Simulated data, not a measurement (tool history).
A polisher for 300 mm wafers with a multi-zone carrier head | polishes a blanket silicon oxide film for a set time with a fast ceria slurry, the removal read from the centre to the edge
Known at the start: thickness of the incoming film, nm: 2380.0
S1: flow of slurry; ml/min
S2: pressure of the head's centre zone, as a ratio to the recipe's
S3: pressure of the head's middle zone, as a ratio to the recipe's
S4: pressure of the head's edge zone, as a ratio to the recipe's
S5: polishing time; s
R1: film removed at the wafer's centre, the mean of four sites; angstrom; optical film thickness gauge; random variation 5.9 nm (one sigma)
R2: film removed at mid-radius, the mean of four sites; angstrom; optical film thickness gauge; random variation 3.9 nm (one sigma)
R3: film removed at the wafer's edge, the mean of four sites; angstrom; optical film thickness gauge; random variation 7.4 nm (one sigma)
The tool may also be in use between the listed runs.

| run | hour | S1 | S2 | S3 | S4 | S5 | R1 | R2 | R3 |
|---|---|---|---|---|---|---|---|---|---|
| 1 | 0 | 220 | 1 | 1 | 1 | 55 | 7478.1 | 7547.7 | 7650.3 |
| 2 | 4.8 | 220 | 1.04 | 1 | 1 | 55 | 7756 | 7548.8 | 7396.3 |
| 3 | 9.6 | 220 | 1.04 | 1 | 0.94 | 55 | 7705.9 | 7523.9 | 7185 |
| 4 | 13.1 | 220 | 1.04 | 1 | 0.94 | 68 | 9572.1 | 9317.3 | 8942.2 |
| 5 | 20 | 220 | 1.04 | 1 | 0.94 | 74 | 10290 | 10125 | 9777.9 |
| 6 | 22 | 210 | 1.01 | 0.96 | 0.92 | 66 | 9003.5 | 8686.4 | 8691.3 |
| 7 | 23.4 | 205 | 0.99 | 0.94 | 0.91 | 59 | 7764.6 | 7616.7 | 7661.8 |

The next listed run, before its measurement:
| 8 | 29.9 | 205 | 0.99 | 0.94 | 0.91 | 59 | ? | ? | ? |

{"run 8": {"R1": 7867.6, "R2": 7566.3, "R3": 7588.8}}

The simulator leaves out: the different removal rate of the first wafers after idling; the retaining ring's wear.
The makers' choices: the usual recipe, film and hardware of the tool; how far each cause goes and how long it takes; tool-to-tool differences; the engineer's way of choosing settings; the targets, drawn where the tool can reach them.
